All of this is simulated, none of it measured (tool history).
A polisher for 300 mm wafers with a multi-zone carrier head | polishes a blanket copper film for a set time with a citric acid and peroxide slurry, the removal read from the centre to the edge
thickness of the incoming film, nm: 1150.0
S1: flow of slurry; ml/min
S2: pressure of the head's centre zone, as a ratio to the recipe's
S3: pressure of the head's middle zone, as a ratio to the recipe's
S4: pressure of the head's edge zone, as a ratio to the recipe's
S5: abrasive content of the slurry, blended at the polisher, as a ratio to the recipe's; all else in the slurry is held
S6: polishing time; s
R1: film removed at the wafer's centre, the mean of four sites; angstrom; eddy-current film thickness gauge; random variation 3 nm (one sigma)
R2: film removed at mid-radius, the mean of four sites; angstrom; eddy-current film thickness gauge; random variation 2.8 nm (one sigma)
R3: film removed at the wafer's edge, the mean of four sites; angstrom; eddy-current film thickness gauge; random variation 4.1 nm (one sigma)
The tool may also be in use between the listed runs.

run  hour   S1    S2    S3    S4    S5  S6      R1      R2      R3
  1     0  120     1     1     1     1  71  2098.7  2120.8  2131.2
  2   4.1  125  1.01     1  1.02  1.05  73  2247.7  2218.2  2261.3
  3   9.7  145  1.01     1  1.02  1.05  73    2360  2351.1  2347.8
  4  12.1  145  1.01     1  1.02  0.95  73    2265  2240.4  2234.3
  5  19.1  145  1.01     1  1.02  0.95  86  2640.8  2641.9  2692.2
  6  26.7  145  1.01     1  1.02  0.95  99  3054.1  3050.7  3069.5
  7  28.7  145  1.02  0.99  1.03  0.95  99  3114.5  3039.5  3035.2
  8  30.4  145  1.02  0.98  1.05  0.95  99  3138.2  3006.6  3142.3
  9  39.4  145  1.02  0.97  1.06  0.95  99  3168.2  2992.6  3081.3
 10  41.6  145  1.02  0.96  1.07  0.95  99  3111.8  2942.4  3131.8
 11  47.8  145  1.02  0.96  1.08  0.95  99  3090.2  2936.4  3146.6
 12  56.5  145  1.03  0.96  1.08  0.95  99    3111  2945.4  3089.2

Forecast run 13:
 13    65  145  1.03  0.95  1.08  0.95  99   ?   ?   ?

Run 13 gave R1 3119.9 angstrom, R2 2891.5 angstrom, R3 3161.5 angstrom.

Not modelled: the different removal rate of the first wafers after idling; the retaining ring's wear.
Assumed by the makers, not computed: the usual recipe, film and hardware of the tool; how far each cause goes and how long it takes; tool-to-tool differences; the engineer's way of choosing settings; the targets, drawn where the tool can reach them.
